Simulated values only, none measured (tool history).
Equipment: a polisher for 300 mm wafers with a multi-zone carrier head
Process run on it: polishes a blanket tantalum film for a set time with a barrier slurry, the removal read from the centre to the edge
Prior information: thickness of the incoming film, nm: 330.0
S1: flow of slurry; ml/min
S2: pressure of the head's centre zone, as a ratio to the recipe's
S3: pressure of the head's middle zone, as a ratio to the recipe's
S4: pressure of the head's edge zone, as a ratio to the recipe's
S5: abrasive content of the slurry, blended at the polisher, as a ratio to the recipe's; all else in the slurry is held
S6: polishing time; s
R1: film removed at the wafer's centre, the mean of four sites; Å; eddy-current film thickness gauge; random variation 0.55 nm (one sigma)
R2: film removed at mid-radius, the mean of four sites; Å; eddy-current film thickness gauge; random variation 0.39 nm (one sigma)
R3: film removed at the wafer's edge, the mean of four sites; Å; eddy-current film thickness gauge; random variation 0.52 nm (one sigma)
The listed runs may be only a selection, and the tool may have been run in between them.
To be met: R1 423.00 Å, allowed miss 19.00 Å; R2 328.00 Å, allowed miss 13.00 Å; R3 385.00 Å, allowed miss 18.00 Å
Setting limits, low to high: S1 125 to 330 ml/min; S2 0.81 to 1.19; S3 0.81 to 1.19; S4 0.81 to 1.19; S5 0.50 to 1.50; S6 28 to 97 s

run,hour,S1,S2,S3,S4,S5,S6,R1,R2,R3
1,0.0,210,1.00,1.00,1.00,1.00,62,522.57,493.96,520.09
2,5.4,210,1.01,0.98,0.99,0.95,61,498.08,480.12,499.98
3,12.3,210,1.04,0.98,0.99,0.95,61,521.61,486.27,500.12
4,13.9,210,1.06,0.96,1.01,0.90,59,501.81,465.30,484.52
5,20.6,210,1.03,0.96,1.01,0.90,59,493.41,469.01,486.00
6,26.3,210,1.11,0.96,1.01,0.90,59,526.27,457.15,491.26
7,28.8,205,1.12,0.94,1.01,0.90,58,536.35,447.51,475.88
8,32.2,205,1.12,0.94,1.01,0.90,58,531.66,444.19,479.36
9,35.3,200,1.12,0.93,1.02,0.85,57,510.65,426.04,458.02
10,38.3,195,1.12,0.92,1.03,0.85,57,504.54,409.68,466.60
11,40.4,175,1.08,0.82,0.93,0.60,55,434.79,343.39,403.04
# hour 45.3: slurry nozzle cleaned
12,45.3,165,1.09,0.81,0.91,0.55,55,457.45,343.57,411.17

Next run, 4 choices. One meets every target within its allowed miss, the rest don't. Which?
A,50.2,170,1.15,0.89,0.81,0.50,49,?,?,?
B,50.2,140,1.08,0.81,0.89,0.55,60,?,?,?
C,50.2,240,1.06,0.81,0.94,0.70,48,?,?,?
D,50.2,200,1.05,0.93,0.92,0.60,51,?,?,?

move,R1,R2,R3
A,425.63,336.41,347.69
B,490.41,380.75,443.54
C,422.20,331.64,390.40
D,426.76,379.22,395.67
A: the worst result of the last run now meets its target, but another is out of spec
B: its largest miss is bigger than the last run's
C: all results in spec
D: the worst result of the last run now meets its target, but another is out of spec
So the answer is move C, the one that meets all the targets.

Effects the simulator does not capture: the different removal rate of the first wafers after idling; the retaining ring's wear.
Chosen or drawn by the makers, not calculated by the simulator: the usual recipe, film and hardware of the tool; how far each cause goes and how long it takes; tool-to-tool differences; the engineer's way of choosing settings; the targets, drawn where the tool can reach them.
